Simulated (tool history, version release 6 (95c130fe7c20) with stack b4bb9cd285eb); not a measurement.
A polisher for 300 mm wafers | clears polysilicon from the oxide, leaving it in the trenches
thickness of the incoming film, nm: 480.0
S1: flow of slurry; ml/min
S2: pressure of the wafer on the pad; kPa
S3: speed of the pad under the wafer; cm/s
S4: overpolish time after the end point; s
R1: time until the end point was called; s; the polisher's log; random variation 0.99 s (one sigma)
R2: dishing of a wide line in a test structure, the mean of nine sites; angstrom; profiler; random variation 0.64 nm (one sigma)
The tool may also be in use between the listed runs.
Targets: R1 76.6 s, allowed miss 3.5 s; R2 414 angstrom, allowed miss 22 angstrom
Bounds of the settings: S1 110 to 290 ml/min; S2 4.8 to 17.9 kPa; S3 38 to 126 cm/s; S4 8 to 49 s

| run | hour | S1 | S2 | S3 | S4 | R1 | R2 |
|---|---|---|---|---|---|---|---|
| 1 | 0 | 185 | 11 | 82 | 25 | 62.277 | 466.39 |
| 2 | 6.7 | 185 | 10.3 | 82 | 22 | 65.465 | 460.9 |
| 3 | 15.7 | 185 | 10.3 | 82 | 20 | 64.933 | 446.35 |
| 4 | 21.1 | 185 | 10.3 | 98 | 20 | 54.889 | 460.46 |
| 5 | 28 | 185 | 10.3 | 98 | 11 | 54.929 | 407.78 |
| 6 | 29.3 | 185 | 10.3 | 84 | 11 | 63.681 | 380.98 |
| 7 | 35.9 | 185 | 9.7 | 84 | 12 | 69.501 | 385.5 |
| 8 | 38 | 185 | 9.7 | 84 | 13 | 68.428 | 392.52 |
| 9 | 47 | 185 | 9.7 | 84 | 14 | 66.758 | 406.94 |

Which of these 4 next moves meets every target?
| A | 56 | 180 | 8.3 | 96 | 32 | ? | ? |
| B | 56 | 205 | 7.6 | 102 | 49 | ? | ? |
| C | 56 | 215 | 8.3 | 86 | 16 | ? | ? |
| D | 56 | 185 | 10.3 | 80 | 14 | ? | ? |

| move | R1 | R2 |
|---|---|---|
| A | 70.277 | 472.31 |
| B | 71.216 | 477.44 |
| C | 77.05 | 414.46 |
| D | 67.498 | 414.31 |
A: nearer than the last run, and not there yet
B: as far off as the last run
C: meets every target
D: nearer than the last run, and not there yet
Answer: C
